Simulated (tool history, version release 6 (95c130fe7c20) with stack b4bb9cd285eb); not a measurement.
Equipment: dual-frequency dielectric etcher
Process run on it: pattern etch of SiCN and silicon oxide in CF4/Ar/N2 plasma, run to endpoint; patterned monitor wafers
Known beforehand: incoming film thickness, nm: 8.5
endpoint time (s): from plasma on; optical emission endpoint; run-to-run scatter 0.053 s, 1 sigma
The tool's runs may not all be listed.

run,hour,source power (W),bias power (W),Ar flow (sccm),CF4 flow (sccm),endpoint time (s)
1,0,400,58,133,75,13.659
2,8.7,400,58,133,82,13.243
3,16.1,420,58,133,82,12.703
4,23.9,420,58,133,91,12.474
5,25.7,440,58,133,91,11.915
6,28.6,450,58,133,91,11.786

For run 7, what comes out?
7,33.7,460,58,133,91,?

{"run 7": {"endpoint time (s)": 11.49}}
